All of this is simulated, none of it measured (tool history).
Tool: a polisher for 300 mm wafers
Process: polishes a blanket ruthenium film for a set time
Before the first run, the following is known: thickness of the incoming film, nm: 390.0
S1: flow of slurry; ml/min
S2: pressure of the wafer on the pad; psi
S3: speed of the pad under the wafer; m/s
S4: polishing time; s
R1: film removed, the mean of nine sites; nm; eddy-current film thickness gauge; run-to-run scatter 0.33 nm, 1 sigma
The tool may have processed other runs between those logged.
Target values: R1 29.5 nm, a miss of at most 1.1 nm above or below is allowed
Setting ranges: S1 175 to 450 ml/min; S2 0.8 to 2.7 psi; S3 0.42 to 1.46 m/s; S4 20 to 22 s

| run | hour | S1 | S2 | S3 | S4 | R1 |
|---|---|---|---|---|---|---|
| 1 | 0 | 290 | 1.7 | 0.94 | 22 | 21.549 |
| 2 | 7.3 | 290 | 1.5 | 0.94 | 22 | 19.261 |
| 3 | 10.4 | 260 | 1.5 | 0.94 | 22 | 18.892 |
| 4 | 11 | 265 | 1.6 | 0.94 | 22 | 19.645 |
| 5 | 16.6 | 265 | 1.5 | 0.94 | 22 | 18.798 |
| 6 | 20 | 275 | 1.6 | 0.94 | 22 | 20.187 |
| 7 | 27.8 | 285 | 1.7 | 0.94 | 22 | 21.058 |
| 8 | 33.1 | 290 | 1.8 | 0.94 | 22 | 22.622 |
| 9 | 37.9 | 300 | 1.9 | 0.94 | 22 | 23.6 |
| 10 | 46.6 | 305 | 2 | 0.94 | 22 | 25.324 |
| 11 | 54.1 | 310 | 2.1 | 0.94 | 22 | 26.049 |
| 12 | 56.1 | 315 | 2.1 | 0.94 | 22 | 26.375 |
| 13 | 59.9 | 320 | 2.2 | 0.94 | 22 | 27.59 |

Which single option among these 5 for the next run brings every result within its allowed miss of target? Just one does.
| A | 63.7 | 270 | 2.2 | 1.1 | 21 | ? |
| B | 63.7 | 315 | 2.4 | 0.88 | 20 | ? |
| C | 63.7 | 320 | 2.5 | 0.98 | 22 | ? |
| D | 63.7 | 290 | 2.1 | 1.04 | 20 | ? |
| E | 63.7 | 355 | 1.8 | 1.1 | 20 | ? |

| move | R1 |
|---|---|
| A | 29.686 |
| B | 25.005 |
| C | 31.758 |
| D | 25.798 |
| E | 24.016 |
A: in spec on every target
B: its largest miss is bigger than the last run's
C: moves the result that the last run missed by most past its target, out the other side
D: its largest miss is bigger than the last run's
E: its largest miss is bigger than the last run's
Move A is the one to make.
